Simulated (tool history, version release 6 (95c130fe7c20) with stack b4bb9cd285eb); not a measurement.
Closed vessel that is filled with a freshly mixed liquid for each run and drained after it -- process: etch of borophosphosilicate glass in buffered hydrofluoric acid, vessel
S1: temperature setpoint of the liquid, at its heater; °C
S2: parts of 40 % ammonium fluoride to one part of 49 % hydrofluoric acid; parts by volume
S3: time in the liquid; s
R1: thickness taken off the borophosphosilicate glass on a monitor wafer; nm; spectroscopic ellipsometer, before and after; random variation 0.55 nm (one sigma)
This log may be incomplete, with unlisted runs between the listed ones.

{"run": 1, "hour": 0.0, "S1": 22, "S2": 12, "S3": 100, "R1": 117.78}
{"run": 2, "hour": 1.2, "S1": 22, "S2": 9, "S3": 100, "R1": 151.48}
{"run": 3, "hour": 6.5, "S1": 22, "S2": 10.5, "S3": 100, "R1": 137.42}
{"run": 4, "hour": 10.9, "S1": 22, "S2": 10.5, "S3": 100, "R1": 136.03}
{"run": 5, "hour": 16.1, "S1": 22, "S2": 12.5, "S3": 100, "R1": 114.62}
{"run": 6, "hour": 18.7, "S1": 22, "S2": 15, "S3": 100, "R1": 96.484}
{"run": 7, "hour": 24.1, "S1": 22, "S2": 15, "S3": 100, "R1": 95.816}

Forecast run 8:
{"run": 8, "hour": 30.9, "S1": 20.5, "S2": 15.5, "S3": 100, "R1": "?"}

For run 8 the tool returned R1 85.962 nm.
